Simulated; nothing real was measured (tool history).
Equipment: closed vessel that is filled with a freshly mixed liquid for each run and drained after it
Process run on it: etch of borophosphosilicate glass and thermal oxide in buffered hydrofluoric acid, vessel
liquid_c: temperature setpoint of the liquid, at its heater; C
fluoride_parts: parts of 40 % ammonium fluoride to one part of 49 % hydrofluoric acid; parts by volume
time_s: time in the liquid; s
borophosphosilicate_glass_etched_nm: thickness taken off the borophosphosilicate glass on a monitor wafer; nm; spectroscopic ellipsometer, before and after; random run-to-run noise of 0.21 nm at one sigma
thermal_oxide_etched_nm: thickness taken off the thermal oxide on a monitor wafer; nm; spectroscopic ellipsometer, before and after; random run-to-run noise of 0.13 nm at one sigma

run    day  liquid_c  fluoride_parts  time_s  borophosphosilicate_glass_etched_nm  thermal_oxide_etched_nm
  1  0.000      25.0            21.5      60                               68.495                   37.296
  2  0.262      23.0            23.5      55                               53.365                   28.819
  3  0.396      23.0            23.5      70                               68.290                   36.507
  4  0.675      23.0            28.5      70                               59.777                   32.231
  5  0.829      23.0            24.5      70                               65.936                   36.032
  6  0.933      23.0            24.5      50                               47.543                   25.570

What will run 7 give?
  7  1.121      21.5            26.0      45                                    ?                        ?

Run 7 gave borophosphosilicate_glass_etched_nm 38.021 nm, thermal_oxide_etched_nm 20.445 nm.

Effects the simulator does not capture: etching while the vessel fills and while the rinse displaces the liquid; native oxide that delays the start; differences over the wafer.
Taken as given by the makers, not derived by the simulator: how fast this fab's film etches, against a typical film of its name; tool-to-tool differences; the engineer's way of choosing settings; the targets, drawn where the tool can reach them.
